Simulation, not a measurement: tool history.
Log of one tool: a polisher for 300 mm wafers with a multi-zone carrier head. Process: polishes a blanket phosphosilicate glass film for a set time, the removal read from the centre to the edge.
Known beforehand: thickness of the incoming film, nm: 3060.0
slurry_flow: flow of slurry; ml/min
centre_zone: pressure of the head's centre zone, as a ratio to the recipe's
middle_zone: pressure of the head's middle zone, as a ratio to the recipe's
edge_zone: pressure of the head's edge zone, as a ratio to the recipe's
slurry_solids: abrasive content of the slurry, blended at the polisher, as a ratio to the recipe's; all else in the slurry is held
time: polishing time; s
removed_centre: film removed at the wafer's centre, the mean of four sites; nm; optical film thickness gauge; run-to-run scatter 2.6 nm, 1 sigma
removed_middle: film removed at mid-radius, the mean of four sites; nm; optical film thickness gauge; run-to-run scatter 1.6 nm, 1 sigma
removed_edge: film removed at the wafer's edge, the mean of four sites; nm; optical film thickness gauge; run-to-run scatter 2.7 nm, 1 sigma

| run | hour | slurry_flow | centre_zone | middle_zone | edge_zone | slurry_solids | time | removed_centre | removed_middle | removed_edge |
|---|---|---|---|---|---|---|---|---|---|---|
| 1 | 0 | 210 | 1 | 1 | 1 | 1 | 35 | 223.1 | 223.12 | 223.7 |
| 2 | 5.9 | 225 | 1 | 1.02 | 1.01 | 1 | 35 | 220.66 | 232.75 | 226.87 |
| 3 | 14.4 | 225 | 0.96 | 1.02 | 1.01 | 1 | 35 | 211.58 | 232.6 | 225.4 |
| 4 | 15.1 | 225 | 0.96 | 1.02 | 1.01 | 1.15 | 35 | 223.07 | 240.47 | 238.71 |
| 5 | 22.6 | 235 | 0.97 | 1.02 | 1 | 1.15 | 35 | 227.85 | 245.55 | 236.89 |
| 6 | 30.2 | 235 | 0.97 | 1.02 | 1 | 1.15 | 40 | 265.18 | 275.67 | 273.58 |
| 7 | 33.5 | 225 | 0.96 | 1.02 | 0.97 | 1.15 | 40 | 252.37 | 273.64 | 269.14 |
| 8 | 38.9 | 220 | 0.97 | 1.02 | 0.94 | 1.15 | 40 | 255.97 | 275.93 | 260.55 |

Run 9 is up next; what results do you expect?
| 9 | 47.6 | 210 | 0.97 | 1.01 | 0.93 | 1.15 | 40 | ? | ? | ? |

{"run 9": {"removed_centre": 253.33, "removed_middle": 270.91, "removed_edge": 257.25}}
